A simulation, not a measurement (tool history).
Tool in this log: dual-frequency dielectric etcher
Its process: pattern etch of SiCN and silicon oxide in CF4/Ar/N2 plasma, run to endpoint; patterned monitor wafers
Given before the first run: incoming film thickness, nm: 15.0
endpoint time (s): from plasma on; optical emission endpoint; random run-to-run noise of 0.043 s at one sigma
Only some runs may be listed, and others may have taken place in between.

run	hour	source power (kW)	bias power (kW)	Ar flow (sccm)	CF4 flow (sccm)	endpoint time (s)
1	0	0.58	0.082	104	51	14.15
2	5.9	0.64	0.082	104	51	13.376
3	6.6	0.65	0.082	104	51	13.205
4	9	0.65	0.082	112	51	13.443
5	14.4	0.65	0.082	128	51	13.823
6	21.1	0.65	0.07	128	51	14.963
7	23.7	0.67	0.071	128	51	14.638
8	28.2	0.69	0.072	128	51	14.222
9	36.5	0.71	0.073	128	51	13.982
10	39.5	0.72	0.075	128	51	13.643
11	47.4	0.73	0.076	128	51	13.391

Run 12 comes next. What will it give?
12	51	0.74	0.077	128	51	?

Run 12 yielded endpoint time (s) 13.309.

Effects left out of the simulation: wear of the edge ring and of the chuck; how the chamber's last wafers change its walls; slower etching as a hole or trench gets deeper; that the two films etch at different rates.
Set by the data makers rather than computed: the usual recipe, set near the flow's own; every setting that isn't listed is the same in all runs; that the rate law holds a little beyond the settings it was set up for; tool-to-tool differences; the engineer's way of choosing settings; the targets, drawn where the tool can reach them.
